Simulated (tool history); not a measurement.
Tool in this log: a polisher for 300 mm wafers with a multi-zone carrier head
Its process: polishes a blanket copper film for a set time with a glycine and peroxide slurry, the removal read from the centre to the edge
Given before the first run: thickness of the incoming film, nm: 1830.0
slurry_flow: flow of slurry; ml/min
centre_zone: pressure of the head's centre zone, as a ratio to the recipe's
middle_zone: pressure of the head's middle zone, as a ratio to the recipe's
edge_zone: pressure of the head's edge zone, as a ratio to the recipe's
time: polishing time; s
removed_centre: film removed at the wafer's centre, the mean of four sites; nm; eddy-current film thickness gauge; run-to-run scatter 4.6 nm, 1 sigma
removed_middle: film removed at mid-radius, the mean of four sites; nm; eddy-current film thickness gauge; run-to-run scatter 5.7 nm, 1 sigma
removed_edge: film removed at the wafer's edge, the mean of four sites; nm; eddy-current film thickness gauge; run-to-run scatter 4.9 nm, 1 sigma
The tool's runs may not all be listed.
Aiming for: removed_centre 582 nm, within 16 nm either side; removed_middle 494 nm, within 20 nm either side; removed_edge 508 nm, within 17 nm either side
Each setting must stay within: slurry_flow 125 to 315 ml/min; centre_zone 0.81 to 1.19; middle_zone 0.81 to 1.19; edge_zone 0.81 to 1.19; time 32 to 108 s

{"run": 1, "hour": 0.0, "slurry_flow": 205, "centre_zone": 1, "middle_zone": 1, "edge_zone": 1, "time": 70, "removed_centre": 398.49, "removed_middle": 401.08, "removed_edge": 399.44}
{"run": 2, "hour": 1.8, "slurry_flow": 205, "centre_zone": 1.07, "middle_zone": 1, "edge_zone": 1, "time": 70, "removed_centre": 416.18, "removed_middle": 396.61, "removed_edge": 400.37}
{"run": 3, "hour": 5.5, "slurry_flow": 210, "centre_zone": 1.08, "middle_zone": 1, "edge_zone": 1, "time": 71, "removed_centre": 431.64, "removed_middle": 394.7, "removed_edge": 405.57}
{"run": 4, "hour": 11.9, "slurry_flow": 215, "centre_zone": 1.09, "middle_zone": 1.01, "edge_zone": 1.01, "time": 72, "removed_centre": 446.96, "removed_middle": 422.35, "removed_edge": 423.05}
{"run": 5, "hour": 15.4, "slurry_flow": 225, "centre_zone": 1.1, "middle_zone": 1.01, "edge_zone": 1.01, "time": 73, "removed_centre": 458.29, "removed_middle": 428.05, "removed_edge": 422.96}
{"run": 6, "hour": 18.7, "slurry_flow": 230, "centre_zone": 1.11, "middle_zone": 1.01, "edge_zone": 1.02, "time": 74, "removed_centre": 464.51, "removed_middle": 427.43, "removed_edge": 432.88}
{"run": 7, "hour": 27.3, "slurry_flow": 230, "centre_zone": 1.12, "middle_zone": 1.01, "edge_zone": 1.02, "time": 75, "removed_centre": 484.07, "removed_middle": 421.72, "removed_edge": 443.37}
{"run": 8, "hour": 31.8, "slurry_flow": 230, "centre_zone": 1.12, "middle_zone": 1.01, "edge_zone": 1.02, "time": 75, "removed_centre": 482.86, "removed_middle": 428.24, "removed_edge": 439.29}

Below are 4 possible settings for the next run. Only one of them brings all results inside the allowed miss of their targets. Which is it?
{"run": "A", "hour": 36.3, "slurry_flow": 210, "centre_zone": 0.99, "middle_zone": 1.01, "edge_zone": 0.99, "time": 71, "removed_centre": "?", "removed_middle": "?", "removed_edge": "?"}
{"run": "B", "hour": 36.3, "slurry_flow": 230, "centre_zone": 1.01, "middle_zone": 1.09, "edge_zone": 1.04, "time": 72, "removed_centre": "?", "removed_middle": "?", "removed_edge": "?"}
{"run": "C", "hour": 36.3, "slurry_flow": 125, "centre_zone": 0.88, "middle_zone": 0.9, "edge_zone": 1.19, "time": 77, "removed_centre": "?", "removed_middle": "?", "removed_edge": "?"}
{"run": "D", "hour": 36.3, "slurry_flow": 275, "centre_zone": 1.15, "middle_zone": 0.98, "edge_zone": 1.03, "time": 86, "removed_centre": "?", "removed_middle": "?", "removed_edge": "?"}

move=A removed_centre=398.24 removed_middle=401.96 removed_edge=400.82
move=B removed_centre=417.44 removed_middle=440.19 removed_edge=418.41
move=C removed_centre=346.56 removed_middle=359.65 removed_edge=440.35
move=D removed_centre=576.79 removed_middle=490.25 removed_edge=506.42
A: misses by more than the last run did
B: misses by more than the last run did
C: misses by more than the last run did
D: every result within its allowed miss
Correct choice: D, which meets every target

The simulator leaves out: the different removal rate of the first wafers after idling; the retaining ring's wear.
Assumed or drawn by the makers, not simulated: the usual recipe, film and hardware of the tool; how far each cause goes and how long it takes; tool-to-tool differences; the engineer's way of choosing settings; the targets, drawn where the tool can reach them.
